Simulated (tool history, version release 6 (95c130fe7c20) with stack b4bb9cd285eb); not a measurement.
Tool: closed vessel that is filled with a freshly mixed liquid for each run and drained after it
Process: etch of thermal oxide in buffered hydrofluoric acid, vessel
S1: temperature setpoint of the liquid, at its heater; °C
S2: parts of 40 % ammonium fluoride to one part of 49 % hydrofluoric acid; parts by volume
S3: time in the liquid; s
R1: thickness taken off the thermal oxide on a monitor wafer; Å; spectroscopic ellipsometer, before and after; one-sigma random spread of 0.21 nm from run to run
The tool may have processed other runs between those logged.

run	day	S1	S2	S3	R1
1	0	21	19.5	100	496.91
2	0.342	23	19.5	100	555.89
3	0.683	25.5	19.5	100	635.3
4	0.988	25.5	16	100	774.58
5	1.288	25.5	21.5	100	596.33
6	1.446	25	21.5	100	575.51
7	1.792	24.5	21.5	100	561.07
8	2.079	24	21.5	100	545.57
9	2.383	23.5	21.5	100	532.58
10	2.575	23	21.5	100	518.82
11	2.862	22.5	21.5	100	504.16
12	2.942	22	21.5	100	491.34
13	3.158	21.5	21.5	100	478.3

What will run 14 give?
14	3.221	21	21.5	100	?

Run 14 yielded R1 460.91 Å.
